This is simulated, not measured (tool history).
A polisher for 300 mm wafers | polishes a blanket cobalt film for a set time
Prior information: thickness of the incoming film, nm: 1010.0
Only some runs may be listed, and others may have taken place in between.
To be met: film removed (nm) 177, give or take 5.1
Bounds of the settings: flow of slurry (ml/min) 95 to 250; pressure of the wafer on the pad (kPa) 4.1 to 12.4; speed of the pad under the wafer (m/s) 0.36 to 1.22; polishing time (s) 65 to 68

run	hour	flow of slurry (ml/min)	pressure of the wafer on the pad (kPa)	speed of the pad under the wafer (m/s)	polishing time (s)	film removed (nm)
1	0	160	8.3	0.78	65	154.58
2	2.3	160	8.3	0.78	68	163.44
3	9.4	135	8.3	0.78	68	156.35
4	14.8	160	8.3	0.78	68	161.99
5	15.6	160	8.3	0.78	68	162.32
# hour 18: head pressure recalibrated
6	18	170	8.3	0.78	68	155.41
7	19.5	160	8.3	0.78	68	157.11
8	20.2	160	9	0.78	68	166.16

Below are 5 possible settings for the next run. Only one of them brings all results inside the allowed miss of their targets. Which is it?
A	20.9	140	9	0.74	66	?
B	20.9	170	8.3	0.88	68	?
C	20.9	110	9	0.84	65	?
D	20.9	105	9.7	0.72	68	?
E	20.9	205	8.3	0.78	65	?

move	film removed (nm)
A	149.78
B	176.95
C	157.44
D	149.14
E	154.75
A: its largest miss is bigger than the last run's
B: all results in spec
C: its largest miss is bigger than the last run's
D: its largest miss is bigger than the last run's
E: its largest miss is bigger than the last run's
B is the move that brings every result within its allowed miss.
